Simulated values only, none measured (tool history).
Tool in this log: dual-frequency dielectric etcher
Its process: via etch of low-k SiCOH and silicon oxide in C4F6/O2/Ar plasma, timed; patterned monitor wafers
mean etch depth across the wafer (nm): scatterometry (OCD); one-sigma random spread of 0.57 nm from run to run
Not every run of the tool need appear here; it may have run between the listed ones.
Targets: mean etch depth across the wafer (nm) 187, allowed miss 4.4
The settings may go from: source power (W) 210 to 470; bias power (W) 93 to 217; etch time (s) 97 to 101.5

run	day	source power (W)	bias power (W)	etch time (s)	mean etch depth across the wafer (nm)
1	0	340	155	97	255.53
2	0.354	340	155	101.5	266.05
3	0.529	340	155	101.5	267.36
4	0.717	310	143	100.5	241.3
5	0.754	250	143	100.5	206.73
# day 0.975: wet clean of the chamber
6	0.975	300	143	100.5	226.37
7	1.192	280	142	100.5	215.17
8	1.546	270	142	100.5	210.34
9	1.908	260	142	100.5	202.18

Pick the move, out of 4, that brings all results within their allowed miss; only one does.
A	2.271	240	147	98	?
B	2.271	250	136	101.5	?
C	2.271	240	176	97	?
D	2.271	240	154	100.5	?

move	mean etch depth across the wafer (nm)
A	189.15
B	196.43
C	201.03
D	197.57
A: all results land within tolerance of their targets
B: moves toward the targets from the last run without getting all of them in spec
C: moves toward the targets from the last run without getting all of them in spec
D: moves toward the targets from the last run without getting all of them in spec
Correct choice: A, which meets every target

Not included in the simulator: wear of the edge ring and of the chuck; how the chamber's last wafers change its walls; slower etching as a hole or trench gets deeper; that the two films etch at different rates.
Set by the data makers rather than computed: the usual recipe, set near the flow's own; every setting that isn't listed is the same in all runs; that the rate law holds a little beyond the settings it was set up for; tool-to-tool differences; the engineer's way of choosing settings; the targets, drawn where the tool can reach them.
